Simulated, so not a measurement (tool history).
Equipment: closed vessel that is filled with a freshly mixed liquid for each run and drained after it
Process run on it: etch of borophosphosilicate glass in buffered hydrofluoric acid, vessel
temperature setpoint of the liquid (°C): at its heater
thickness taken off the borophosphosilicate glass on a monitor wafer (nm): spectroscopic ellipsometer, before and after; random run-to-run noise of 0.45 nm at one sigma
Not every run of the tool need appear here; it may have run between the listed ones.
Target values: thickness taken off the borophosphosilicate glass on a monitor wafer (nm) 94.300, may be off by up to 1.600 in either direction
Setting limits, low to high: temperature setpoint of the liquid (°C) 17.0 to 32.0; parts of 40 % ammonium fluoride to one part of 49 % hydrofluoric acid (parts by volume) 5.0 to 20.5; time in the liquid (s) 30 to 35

run    day  temperature setpoint of the liquid (°C)  parts of 40 % ammonium fluoride to one part of 49 % hydrofluoric acid (parts by volume)  time in the liquid (s)  thickness taken off the borophosphosilicate glass on a monitor wafer (nm)
  1  0.000                                     25.0                                                                                     12.5                      35                                                                     87.381
  2  0.117                                     25.5                                                                                     12.5                      35                                                                     88.043
  3  0.296                                     25.5                                                                                     12.5                      35                                                                     88.995
  4  0.533                                     25.5                                                                                     10.0                      35                                                                    110.780
  5  0.617                                     27.0                                                                                     10.0                      35                                                                    119.890
  6  0.821                                     26.0                                                                                     10.0                      35                                                                    113.300
  7  1.088                                     26.0                                                                                     10.0                      35                                                                    113.980
  8  1.225                                     22.0                                                                                     10.0                      35                                                                     91.908

4 next moves are on the table. One of them brings every result within its allowed miss. Which?
  A  1.362                                     21.0                                                                                      9.5                      35                                                                          ?
  B  1.362                                     20.5                                                                                      9.0                      35                                                                          ?
  C  1.362                                     23.0                                                                                      8.5                      30                                                                          ?
  D  1.362                                     21.0                                                                                      8.0                      30                                                                          ?

move  thickness taken off the borophosphosilicate glass on a monitor wafer (nm)
   A                                                                     90.537
   B                                                                     91.178
   C                                                                     95.378
   D                                                                     91.407
A: its largest miss is bigger than the last run's
B: its largest miss is bigger than the last run's
C: each result inside its tolerance
D: its largest miss is bigger than the last run's
Move C is the one to make.

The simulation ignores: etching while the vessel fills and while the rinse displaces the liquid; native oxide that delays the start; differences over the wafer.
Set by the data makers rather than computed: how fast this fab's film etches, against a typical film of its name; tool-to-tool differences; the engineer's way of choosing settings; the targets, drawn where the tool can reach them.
